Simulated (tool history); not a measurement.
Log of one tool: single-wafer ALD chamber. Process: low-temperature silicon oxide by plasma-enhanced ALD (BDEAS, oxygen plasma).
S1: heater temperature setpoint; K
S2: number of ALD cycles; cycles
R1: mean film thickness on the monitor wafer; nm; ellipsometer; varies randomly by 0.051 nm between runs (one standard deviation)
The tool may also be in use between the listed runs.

run 1 hour=0.0 | S1=383.15 S2=67 | R1=9.4629
run 2 hour=8.6 | S1=392.15 S2=67 | R1=9.2995
run 3 hour=17.5 | S1=392.15 S2=60 | R1=8.4018
run 4 hour=20.5 | S1=390.15 S2=64 | R1=8.9670
run 5 hour=29.0 | S1=382.15 S2=64 | R1=9.0188
run 6 hour=31.1 | S1=382.15 S2=59 | R1=8.2644
run 7 hour=36.3 | S1=382.15 S2=63 | R1=8.9130
run 8 hour=42.9 | S1=381.15 S2=66 | R1=9.3411
run 9 hour=47.9 | S1=381.15 S2=68 | R1=9.6783

Forecast run 10:
run 10 hour=54.4 | S1=381.15 S2=69 | R1=?

{"run 10": {"R1": 9.8364}}

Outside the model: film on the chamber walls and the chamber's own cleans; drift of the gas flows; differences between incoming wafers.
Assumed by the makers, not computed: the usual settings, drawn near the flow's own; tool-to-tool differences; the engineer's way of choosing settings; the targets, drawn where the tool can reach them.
